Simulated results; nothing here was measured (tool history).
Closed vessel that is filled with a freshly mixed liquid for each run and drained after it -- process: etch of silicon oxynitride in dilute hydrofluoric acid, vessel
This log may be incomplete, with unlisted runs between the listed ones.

run	day	temperature setpoint of the liquid (C)	parts of water to one part of 49 % hydrofluoric acid (parts by volume)	time in the liquid (s)	thickness taken off the silicon oxynitride on a monitor wafer (Å)
1	0.000	21.0	290	2575	161.62
2	0.108	23.5	285	2575	180.22
3	0.342	25.0	280	2575	199.49
4	0.742	26.0	280	2575	210.49
5	1.108	26.5	280	2575	208.64
6	1.471	27.0	280	2575	216.67

Run 7 has not been measured yet. What should we expect?
7	1.783	27.5	280	2575	?

For run 7 the tool returned thickness taken off the silicon oxynitride on a monitor wafer (Å) 220.32.
